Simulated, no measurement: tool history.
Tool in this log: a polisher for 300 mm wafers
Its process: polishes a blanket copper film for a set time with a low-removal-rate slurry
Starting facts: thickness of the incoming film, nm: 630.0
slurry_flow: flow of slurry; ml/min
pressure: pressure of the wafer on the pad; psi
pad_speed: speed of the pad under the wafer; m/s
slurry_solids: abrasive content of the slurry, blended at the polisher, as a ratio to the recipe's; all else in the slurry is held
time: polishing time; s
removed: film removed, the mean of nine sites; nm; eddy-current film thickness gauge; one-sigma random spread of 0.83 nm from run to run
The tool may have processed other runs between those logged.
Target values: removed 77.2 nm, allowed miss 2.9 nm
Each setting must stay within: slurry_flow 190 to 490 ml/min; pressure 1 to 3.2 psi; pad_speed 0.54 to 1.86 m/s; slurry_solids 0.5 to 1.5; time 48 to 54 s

run,hour,slurry_flow,pressure,pad_speed,slurry_solids,time,removed
1,0,315,2.1,1.18,1,54,157.66
2,4.6,315,2,1.16,1,54,149.62
3,12.8,315,2,1.16,0.85,54,145.07
4,14,315,2,1.16,1.05,54,153.09
5,14.6,315,2.4,1.16,1.05,54,180.64
6,17.5,315,1.9,1.16,1.05,54,144.85
7,19.5,315,1.8,1.12,1.05,54,134.58
8,27.8,315,1.7,1.08,1.05,54,123.11
9,29.5,315,1.6,1.06,1.05,54,116.31
10,31.9,315,1.5,1.04,1.05,54,109.59
11,36.6,315,1.4,1.02,1.05,54,100.94
12,44.5,315,1,0.94,1.05,54,71.984

Exactly one of the 5 candidate moves below puts every result within its allowed miss. Which one?
A,52.4,325,1,1.02,1.05,54,?
B,52.4,305,1,1.04,0.9,50,?
C,52.4,340,1.2,0.94,1.15,53,?
D,52.4,190,1.4,0.82,0.9,48,?
E,52.4,290,1.2,0.8,1.15,50,?

move,removed
A,77.612
B,70.379
C,84.503
D,69.495
E,69.581
A: all results land within tolerance of their targets
B: the biggest miss grows against the last run
C: carries the result that was furthest off beyond its target, to the other side
D: the biggest miss grows against the last run
E: the biggest miss grows against the last run
A is the move that brings every result within its allowed miss.

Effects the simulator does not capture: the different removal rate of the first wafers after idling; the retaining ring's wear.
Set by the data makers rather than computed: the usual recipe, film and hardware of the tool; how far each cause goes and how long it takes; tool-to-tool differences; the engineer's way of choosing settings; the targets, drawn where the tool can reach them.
